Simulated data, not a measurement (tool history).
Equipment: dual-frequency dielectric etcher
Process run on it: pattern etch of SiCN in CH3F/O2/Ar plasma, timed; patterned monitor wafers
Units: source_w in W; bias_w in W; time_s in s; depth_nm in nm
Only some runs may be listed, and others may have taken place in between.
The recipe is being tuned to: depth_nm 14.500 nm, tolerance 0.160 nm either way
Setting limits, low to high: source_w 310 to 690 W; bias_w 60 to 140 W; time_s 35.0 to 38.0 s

| run | hour | source_w | bias_w | time_s | depth_nm |
|---|---|---|---|---|---|
| 1 | 0.0 | 500 | 100 | 38.0 | 16.213 |
| 2 | 2.4 | 460 | 99 | 38.0 | 15.338 |
| 3 | 7.2 | 540 | 99 | 38.0 | 16.840 |
| 4 | 14.3 | 500 | 99 | 38.0 | 16.066 |
| 5 | 19.7 | 500 | 91 | 38.0 | 15.776 |
| 6 | 20.7 | 480 | 91 | 38.0 | 15.402 |
| 7 | 21.7 | 470 | 91 | 38.0 | 15.142 |
| 8 | 29.9 | 460 | 91 | 38.0 | 14.944 |
| 9 | 32.3 | 450 | 91 | 38.0 | 14.787 |

Pick the move, out of 5, that brings all results within their allowed miss; only one does.
| A | 34.7 | 490 | 72 | 36.0 | ? |
| B | 34.7 | 440 | 93 | 37.5 | ? |
| C | 34.7 | 430 | 88 | 38.0 | ? |
| D | 34.7 | 440 | 98 | 38.0 | ? |
| E | 34.7 | 540 | 70 | 36.5 | ? |

| move | depth_nm |
|---|---|
| A | 13.910 |
| B | 14.400 |
| C | 14.177 |
| D | 14.790 |
| E | 14.846 |
A: takes the biggest miss from the last run beyond its target
B: all results in spec
C: takes the biggest miss from the last run beyond its target
D: no nearer and no further than the last run
E: misses by more than the last run did
So the answer is move B, the one that meets all the targets.
